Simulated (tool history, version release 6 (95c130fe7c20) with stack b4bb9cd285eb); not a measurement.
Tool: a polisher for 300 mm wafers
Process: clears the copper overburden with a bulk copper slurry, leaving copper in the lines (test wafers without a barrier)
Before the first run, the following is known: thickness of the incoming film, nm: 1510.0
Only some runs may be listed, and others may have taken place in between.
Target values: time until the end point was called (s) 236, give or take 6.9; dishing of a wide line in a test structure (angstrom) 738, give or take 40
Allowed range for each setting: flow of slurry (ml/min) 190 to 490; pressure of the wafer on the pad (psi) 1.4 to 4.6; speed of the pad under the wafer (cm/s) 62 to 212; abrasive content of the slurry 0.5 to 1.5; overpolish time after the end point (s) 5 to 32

run,hour,flow of slurry (ml/min),pressure of the wafer on the pad (psi),speed of the pad under the wafer (cm/s),abrasive content of the slurry,overpolish time after the end point (s),time until the end point was called (s),dishing of a wide line in a test structure (angstrom)
1,0,315,3,136,1,16,125.81,1044.1
2,5.9,315,2.8,134,1,17,134.97,1002.7
3,9.3,315,2.6,132,1,18,145.17,967.9
4,16,315,2.2,132,1,18,172.61,858.57
5,22.6,315,2.5,132,1,18,151.82,959.67
6,26,315,2.3,130,1,18,167.64,911.26
7,30.1,310,1.5,128,1,18,258.04,623.25
8,37,315,1.5,128,1,18,261.02,628.52
9,44.1,315,1.6,128,1,19,243.77,686.53

5 candidate next runs follow, results not yet known. Just one meets every target within its allowed miss. Identify it.
A,51.2,295,1.8,104,1.15,18,?,?
B,51.2,360,1.9,112,0.95,18,?,?
C,51.2,355,1.8,108,1,22,?,?
D,51.2,295,2,98,1.15,17,?,?
E,51.2,325,1.8,114,1.1,21,?,?

move,time until the end point was called (s),dishing of a wide line in a test structure (angstrom)
A,259.09,630.91
B,235.92,680.51
C,254.29,737.64
D,248.08,632.67
E,237.57,748.52
A: further off than the last run
B: further off than the last run
C: brings the result that was furthest off to its target, and leaves another outside
D: further off than the last run
E: every result within its allowed miss
Answer: E
